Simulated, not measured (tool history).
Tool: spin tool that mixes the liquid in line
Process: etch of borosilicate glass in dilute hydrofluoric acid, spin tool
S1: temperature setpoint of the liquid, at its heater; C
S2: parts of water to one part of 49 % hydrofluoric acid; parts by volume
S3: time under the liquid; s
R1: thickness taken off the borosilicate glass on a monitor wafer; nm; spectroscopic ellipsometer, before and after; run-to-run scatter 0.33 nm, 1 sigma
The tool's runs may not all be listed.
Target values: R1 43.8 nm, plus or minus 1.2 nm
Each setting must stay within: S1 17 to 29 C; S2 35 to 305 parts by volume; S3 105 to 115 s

{"run": 1, "hour": 0.0, "S1": 21, "S2": 170, "S3": 105, "R1": 25.643}
{"run": 2, "hour": 5.8, "S1": 23.5, "S2": 170, "S3": 105, "R1": 28.455}
{"run": 3, "hour": 14.8, "S1": 23.5, "S2": 195, "S3": 105, "R1": 24.192}
{"run": 4, "hour": 18.6, "S1": 20.5, "S2": 195, "S3": 105, "R1": 21.55}
{"run": 5, "hour": 21.1, "S1": 18.5, "S2": 195, "S3": 105, "R1": 19.751}
{"run": 6, "hour": 23.3, "S1": 20, "S2": 185, "S3": 105, "R1": 22.354}
{"run": 7, "hour": 25.3, "S1": 21.5, "S2": 175, "S3": 105, "R1": 25.007}
{"run": 8, "hour": 28.0, "S1": 22.5, "S2": 165, "S3": 105, "R1": 27.735}
{"run": 9, "hour": 36.8, "S1": 23.5, "S2": 160, "S3": 105, "R1": 30.473}
{"run": 10, "hour": 43.3, "S1": 24.5, "S2": 155, "S3": 105, "R1": 33.074}
{"run": 11, "hour": 44.8, "S1": 25, "S2": 155, "S3": 105, "R1": 33.567}

Below are 4 possible settings for the next run. Only one of them brings all results inside the allowed miss of their targets. Which is it?
{"run": "A", "hour": 46.3, "S1": 26.5, "S2": 150, "S3": 115, "R1": "?"}
{"run": "B", "hour": 46.3, "S1": 24, "S2": 130, "S3": 110, "R1": "?"}
{"run": "C", "hour": 46.3, "S1": 25.5, "S2": 135, "S3": 115, "R1": "?"}
{"run": "D", "hour": 46.3, "S1": 25, "S2": 125, "S3": 115, "R1": "?"}

move=A R1=40.075
move=B R1=41.19
move=C R1=43.666
move=D R1=46.828
A: closer than the last run, but not yet in spec
B: closer than the last run, but not yet in spec
C: hits every target within its allowed miss
D: pushes the last run's worst result past its target
Answer: C

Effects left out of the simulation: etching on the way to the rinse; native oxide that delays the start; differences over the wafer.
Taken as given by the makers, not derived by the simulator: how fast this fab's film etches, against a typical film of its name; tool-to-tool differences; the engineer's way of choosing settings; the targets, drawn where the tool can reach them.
